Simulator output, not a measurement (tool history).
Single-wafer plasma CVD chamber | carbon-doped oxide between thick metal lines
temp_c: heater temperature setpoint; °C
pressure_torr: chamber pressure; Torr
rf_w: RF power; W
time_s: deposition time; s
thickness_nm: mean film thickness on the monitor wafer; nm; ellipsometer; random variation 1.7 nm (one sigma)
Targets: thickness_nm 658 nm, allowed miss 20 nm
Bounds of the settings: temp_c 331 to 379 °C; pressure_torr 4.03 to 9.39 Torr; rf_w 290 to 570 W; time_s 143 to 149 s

run,hour,temp_c,pressure_torr,rf_w,time_s,thickness_nm
1,0,355,6.71,430,149,742.67
2,6.2,347,6.71,430,149,758.15
3,14,347,5.63,430,149,745.27
4,19.7,347,5.57,415,148,714.21
5,23.1,347,5.47,410,148,707.24
6,25,347,6.49,410,148,719.4
7,27,347,6.45,400,148,704.11
8,35.4,349,6.26,360,147,630.26

5 next moves are on the table. One of them brings every result within its allowed miss. Which?
A,43.8,354,6.19,340,144,?
B,43.8,346,6.44,395,149,?
C,43.8,351,5.75,390,144,?
D,43.8,343,6.01,385,149,?
E,43.8,357,5.65,335,149,?

move,thickness_nm
A,583.04
B,707.31
C,659.8
D,690.82
E,585
A: further off than the last run
B: takes the result that was furthest off past its target
C: meets every target
D: takes the result that was furthest off past its target
E: further off than the last run
Answer: C
